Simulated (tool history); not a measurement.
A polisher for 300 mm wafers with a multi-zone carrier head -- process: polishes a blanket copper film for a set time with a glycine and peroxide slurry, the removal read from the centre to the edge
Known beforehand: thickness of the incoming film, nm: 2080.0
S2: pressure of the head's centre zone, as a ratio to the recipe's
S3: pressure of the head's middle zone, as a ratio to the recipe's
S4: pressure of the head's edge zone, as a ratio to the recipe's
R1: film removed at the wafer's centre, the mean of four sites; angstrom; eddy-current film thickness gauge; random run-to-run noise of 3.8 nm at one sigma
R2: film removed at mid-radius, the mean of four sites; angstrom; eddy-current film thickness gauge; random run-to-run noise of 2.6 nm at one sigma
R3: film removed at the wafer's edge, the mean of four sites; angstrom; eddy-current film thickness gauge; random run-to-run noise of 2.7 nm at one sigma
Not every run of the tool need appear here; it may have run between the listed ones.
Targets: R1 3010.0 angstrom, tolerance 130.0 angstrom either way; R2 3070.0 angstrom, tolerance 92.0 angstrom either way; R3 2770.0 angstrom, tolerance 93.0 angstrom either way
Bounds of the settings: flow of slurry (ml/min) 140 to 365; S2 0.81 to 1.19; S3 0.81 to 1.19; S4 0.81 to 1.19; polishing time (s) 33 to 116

{"run": 1, "day": 0.0, "flow of slurry (ml/min)": 235, "S2": 1.0, "S3": 1.0, "S4": 1.0, "polishing time (s)": 74, "R1": 3645.9, "R2": 3662.4, "R3": 3759.5}
{"run": 2, "day": 0.2, "flow of slurry (ml/min)": 235, "S2": 1.0, "S3": 1.0, "S4": 0.93, "polishing time (s)": 74, "R1": 3682.5, "R2": 3679.1, "R3": 3558.1}
{"run": 3, "day": 0.358, "flow of slurry (ml/min)": 235, "S2": 1.0, "S3": 0.92, "S4": 0.93, "polishing time (s)": 74, "R1": 3671.2, "R2": 3401.2, "R3": 3569.9}
{"run": 4, "day": 0.45, "flow of slurry (ml/min)": 235, "S2": 0.99, "S3": 0.93, "S4": 0.91, "polishing time (s)": 72, "R1": 3503.1, "R2": 3300.5, "R3": 3497.7}
{"run": 5, "day": 0.571, "flow of slurry (ml/min)": 235, "S2": 0.99, "S3": 0.93, "S4": 0.99, "polishing time (s)": 72, "R1": 3476.9, "R2": 3366.8, "R3": 3639.3}
{"run": 6, "day": 0.712, "flow of slurry (ml/min)": 230, "S2": 0.99, "S3": 0.95, "S4": 0.96, "polishing time (s)": 70, "R1": 3446.8, "R2": 3284.0, "R3": 3457.0}
{"run": 7, "day": 0.754, "flow of slurry (ml/min)": 225, "S2": 0.98, "S3": 0.97, "S4": 0.93, "polishing time (s)": 68, "R1": 3223.4, "R2": 3322.2, "R3": 3336.8}
{"run": 8, "day": 0.979, "flow of slurry (ml/min)": 225, "S2": 0.99, "S3": 0.98, "S4": 0.91, "polishing time (s)": 66, "R1": 3149.0, "R2": 3220.5, "R3": 3127.8}
{"run": 9, "day": 1.158, "flow of slurry (ml/min)": 220, "S2": 0.99, "S3": 0.98, "S4": 0.89, "polishing time (s)": 66, "R1": 3258.6, "R2": 3234.4, "R3": 3103.9}
{"run": 10, "day": 1.458, "flow of slurry (ml/min)": 220, "S2": 0.99, "S3": 0.98, "S4": 0.88, "polishing time (s)": 65, "R1": 3094.8, "R2": 3144.7, "R3": 3003.9}
{"run": 11, "day": 1.825, "flow of slurry (ml/min)": 215, "S2": 0.99, "S3": 0.98, "S4": 0.87, "polishing time (s)": 65, "R1": 3140.5, "R2": 3105.2, "R3": 3075.8}
{"run": 12, "day": 1.892, "flow of slurry (ml/min)": 225, "S2": 0.99, "S3": 0.99, "S4": 0.86, "polishing time (s)": 64, "R1": 3096.7, "R2": 3168.1, "R3": 3014.6}
{"run": 13, "day": 1.933, "flow of slurry (ml/min)": 220, "S2": 0.99, "S3": 1.0, "S4": 0.85, "polishing time (s)": 64, "R1": 3111.5, "R2": 3162.4, "R3": 2974.6}
{"run": 14, "day": 2.054, "flow of slurry (ml/min)": 215, "S2": 0.99, "S3": 1.0, "S4": 0.84, "polishing time (s)": 64, "R1": 3054.5, "R2": 3112.6, "R3": 2958.4}
{"run": 15, "day": 2.362, "flow of slurry (ml/min)": 215, "S2": 1.0, "S3": 1.01, "S4": 0.83, "polishing time (s)": 63, "R1": 3051.7, "R2": 3123.8, "R3": 2814.7}

4 candidate next runs follow, results not yet known. Just one meets every target within its allowed miss. Identify it.
{"run": "A", "day": 2.671, "flow of slurry (ml/min)": 140, "S2": 1.03, "S3": 0.97, "S4": 0.85, "polishing time (s)": 68, "R1": "?", "R2": "?", "R3": "?"}
{"run": "B", "day": 2.671, "flow of slurry (ml/min)": 245, "S2": 1.02, "S3": 1.03, "S4": 0.81, "polishing time (s)": 60, "R1": "?", "R2": "?", "R3": "?"}
{"run": "C", "day": 2.671, "flow of slurry (ml/min)": 235, "S2": 1.11, "S3": 1.11, "S4": 0.81, "polishing time (s)": 60, "R1": "?", "R2": "?", "R3": "?"}
{"run": "D", "day": 2.671, "flow of slurry (ml/min)": 240, "S2": 1.06, "S3": 1.03, "S4": 0.81, "polishing time (s)": 63, "R1": "?", "R2": "?", "R3": "?"}

move=A R1=3176.7 R2=3018.1 R3=2971.6
move=B R1=3037.4 R2=3035.3 R3=2719.9
move=C R1=3289.2 R2=3218.4 R3=2707.3
move=D R1=3305.5 R2=3179.0 R3=2850.9
A: gets the furthest-off result to its target, but another result is out of tolerance
B: hits every target within its allowed miss
C: misses by more than the last run did
D: misses by more than the last run did
Correct choice: B, which meets every target
